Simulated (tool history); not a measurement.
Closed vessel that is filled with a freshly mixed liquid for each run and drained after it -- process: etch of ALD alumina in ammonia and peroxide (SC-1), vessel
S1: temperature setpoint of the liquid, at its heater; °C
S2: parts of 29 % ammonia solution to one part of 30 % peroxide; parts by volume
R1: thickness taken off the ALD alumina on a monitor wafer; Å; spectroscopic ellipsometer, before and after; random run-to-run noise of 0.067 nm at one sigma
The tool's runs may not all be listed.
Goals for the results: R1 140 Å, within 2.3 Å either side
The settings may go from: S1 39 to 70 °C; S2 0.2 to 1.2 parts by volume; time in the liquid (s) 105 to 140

{"run": 1, "hour": 0.0, "S1": 55, "S2": 0.7, "time in the liquid (s)": 140, "R1": 86.584}
{"run": 2, "hour": 5.3, "S1": 58, "S2": 0.7, "time in the liquid (s)": 140, "R1": 103.18}
{"run": 3, "hour": 10.6, "S1": 58, "S2": 0.8, "time in the liquid (s)": 140, "R1": 103.84}
{"run": 4, "hour": 18.5, "S1": 58, "S2": 0.8, "time in the liquid (s)": 140, "R1": 103.04}
{"run": 5, "hour": 22.9, "S1": 58, "S2": 0.7, "time in the liquid (s)": 140, "R1": 101.81}
{"run": 6, "hour": 26.5, "S1": 58, "S2": 0.95, "time in the liquid (s)": 140, "R1": 104.99}
{"run": 7, "hour": 30.3, "S1": 60, "S2": 0.95, "time in the liquid (s)": 140, "R1": 115.28}
{"run": 8, "hour": 34.1, "S1": 61.5, "S2": 0.95, "time in the liquid (s)": 140, "R1": 125.75}
{"run": 9, "hour": 36.7, "S1": 64, "S2": 0.95, "time in the liquid (s)": 140, "R1": 143.05}

Next run, 4 choices. One meets every target within its allowed miss, the rest don't. Which?
{"run": "A", "hour": 39.3, "S1": 69, "S2": 0.95, "time in the liquid (s)": 105, "R1": "?"}
{"run": "B", "hour": 39.3, "S1": 64, "S2": 1.05, "time in the liquid (s)": 140, "R1": "?"}
{"run": "C", "hour": 39.3, "S1": 70, "S2": 0.75, "time in the liquid (s)": 105, "R1": "?"}
{"run": "D", "hour": 39.3, "S1": 64.5, "S2": 1.05, "time in the liquid (s)": 140, "R1": "?"}

move=A R1=137.28
move=B R1=144.54
move=C R1=140.88
move=D R1=148.19
A: carries the result that was furthest off beyond its target, to the other side
B: further off than the last run
C: hits every target within its allowed miss
D: further off than the last run
Move C is the one to make.

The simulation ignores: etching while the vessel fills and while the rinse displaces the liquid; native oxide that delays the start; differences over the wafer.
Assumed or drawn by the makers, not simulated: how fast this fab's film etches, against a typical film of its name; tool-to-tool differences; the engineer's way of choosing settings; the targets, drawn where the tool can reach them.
